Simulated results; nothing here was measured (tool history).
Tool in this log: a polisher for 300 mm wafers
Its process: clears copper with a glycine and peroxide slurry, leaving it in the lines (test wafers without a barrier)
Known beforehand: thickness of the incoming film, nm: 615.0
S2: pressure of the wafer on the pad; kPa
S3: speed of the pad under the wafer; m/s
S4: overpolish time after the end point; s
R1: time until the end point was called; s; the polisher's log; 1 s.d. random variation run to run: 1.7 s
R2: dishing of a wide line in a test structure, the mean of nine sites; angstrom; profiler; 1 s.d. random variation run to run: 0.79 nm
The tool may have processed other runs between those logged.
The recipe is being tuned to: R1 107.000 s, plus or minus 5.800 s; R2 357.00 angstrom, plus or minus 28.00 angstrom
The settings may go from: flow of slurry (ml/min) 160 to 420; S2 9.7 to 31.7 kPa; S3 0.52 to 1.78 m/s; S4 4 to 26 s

run 1 day=0.000 | flow_of_slurry_(ml/min)=270 S2=20.7 S3=1.14 S4=13 | R1=102.910 R2=573.44
run 2 day=0.033 | flow_of_slurry_(ml/min)=270 S2=20.7 S3=1.14 S4=17 | R1=100.740 R2=719.02
run 3 day=0.396 | flow_of_slurry_(ml/min)=270 S2=20.7 S3=1.30 S4=17 | R1=95.115 R2=787.15
run 4 day=0.771 | flow_of_slurry_(ml/min)=270 S2=20.7 S3=1.04 S4=17 | R1=104.580 R2=718.41
run 5 day=0.796 | flow_of_slurry_(ml/min)=270 S2=20.7 S3=1.22 S4=17 | R1=96.312 R2=782.58
run 6 day=1.138 | flow_of_slurry_(ml/min)=270 S2=20.7 S3=1.20 S4=14 | R1=95.583 R2=673.68
run 7 day=1.308 | flow_of_slurry_(ml/min)=270 S2=20.0 S3=1.16 S4=11 | R1=103.890 R2=517.16
run 8 day=1.442 | flow_of_slurry_(ml/min)=270 S2=20.0 S3=1.14 S4=9 | R1=104.940 R2=413.54
run 9 day=1.771 | flow_of_slurry_(ml/min)=270 S2=20.0 S3=1.14 S4=9 | R1=104.320 R2=421.13

Of the 5 settings listed for the next run, only one would bring every result within its allowed miss of target. Which one?
run A day=2.100 | flow_of_slurry_(ml/min)=255 S2=20.0 S3=1.36 S4=9 | R1=? R2=?
run B day=2.100 | flow_of_slurry_(ml/min)=250 S2=23.4 S3=1.16 S4=8 | R1=? R2=?
run C day=2.100 | flow_of_slurry_(ml/min)=355 S2=16.5 S3=1.26 S4=8 | R1=? R2=?
run D day=2.100 | flow_of_slurry_(ml/min)=270 S2=16.5 S3=1.34 S4=10 | R1=? R2=?
run E day=2.100 | flow_of_slurry_(ml/min)=280 S2=25.5 S3=0.94 S4=8 | R1=? R2=?

move=A R1=93.258 R2=463.86
move=B R1=90.127 R2=433.11
move=C R1=109.000 R2=361.41
move=D R1=108.070 R2=444.38
move=E R1=92.915 R2=422.91
A: lands further from the targets than the last run did
B: lands further from the targets than the last run did
C: all results in spec
D: lands further from the targets than the last run did
E: lands further from the targets than the last run did
Go with C: it meets all targets.
